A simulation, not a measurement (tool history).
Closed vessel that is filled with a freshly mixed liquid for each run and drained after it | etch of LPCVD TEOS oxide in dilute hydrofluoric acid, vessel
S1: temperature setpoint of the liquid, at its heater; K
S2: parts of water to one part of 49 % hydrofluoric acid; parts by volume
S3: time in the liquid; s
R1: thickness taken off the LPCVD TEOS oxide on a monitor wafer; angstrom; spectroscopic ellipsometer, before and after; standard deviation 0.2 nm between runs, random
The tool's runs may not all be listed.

run  hour      S1   S2   S3      R1
  1     0  298.15  165  100  217.73
  2   3.7  295.15  165  100  194.89
  3   6.1  298.15  165  100  218.83
  4    12  298.15  200  100  172.62
  5  15.6  300.15  190  100  195.36
  6  19.3  301.65  180  100   220.4

Predict the results of run 7:
  7  24.5  302.65  175  100   ?

Logged for run 7: R1 236.62 angstrom.
